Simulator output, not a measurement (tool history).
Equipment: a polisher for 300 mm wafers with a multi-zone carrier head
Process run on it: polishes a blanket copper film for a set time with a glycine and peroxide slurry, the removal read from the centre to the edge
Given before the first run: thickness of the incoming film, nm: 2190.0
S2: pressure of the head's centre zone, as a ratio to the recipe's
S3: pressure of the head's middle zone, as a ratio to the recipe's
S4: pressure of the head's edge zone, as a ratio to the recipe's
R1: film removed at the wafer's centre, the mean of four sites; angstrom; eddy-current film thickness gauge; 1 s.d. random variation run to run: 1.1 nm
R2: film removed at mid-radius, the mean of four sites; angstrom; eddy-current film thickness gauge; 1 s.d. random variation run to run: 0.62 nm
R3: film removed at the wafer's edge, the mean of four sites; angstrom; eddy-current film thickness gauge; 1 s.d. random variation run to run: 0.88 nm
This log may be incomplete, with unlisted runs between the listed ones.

run 1 hour=0.0 | flow_of_slurry_(ml/min)=310 S2=1.00 S3=1.00 S4=1.00 polishing_time_(s)=42 | R1=1415.6 R2=1439.7 R3=1449.4
run 2 hour=0.7 | flow_of_slurry_(ml/min)=340 S2=1.00 S3=1.00 S4=1.00 polishing_time_(s)=42 | R1=1438.1 R2=1444.6 R3=1435.9
run 3 hour=1.7 | flow_of_slurry_(ml/min)=340 S2=0.97 S3=1.00 S4=1.00 polishing_time_(s)=42 | R1=1384.9 R2=1463.5 R3=1449.2
run 4 hour=6.2 | flow_of_slurry_(ml/min)=350 S2=0.96 S3=0.98 S4=0.98 polishing_time_(s)=40 | R1=1307.0 R2=1374.5 R3=1353.4
run 5 hour=7.3 | flow_of_slurry_(ml/min)=350 S2=0.90 S3=0.98 S4=0.98 polishing_time_(s)=40 | R1=1207.4 R2=1378.1 R3=1367.1
run 6 hour=9.4 | flow_of_slurry_(ml/min)=350 S2=0.90 S3=0.98 S4=0.95 polishing_time_(s)=40 | R1=1215.2 R2=1383.1 R3=1343.0

Forecast run 7:
run 7 hour=17.8 | flow_of_slurry_(ml/min)=355 S2=0.90 S3=0.96 S4=0.93 polishing_time_(s)=38 | R1=? R2=? R3=?

Run 7 yielded R1 1169.8 angstrom, R2 1278.2 angstrom, R3 1280.7 angstrom.
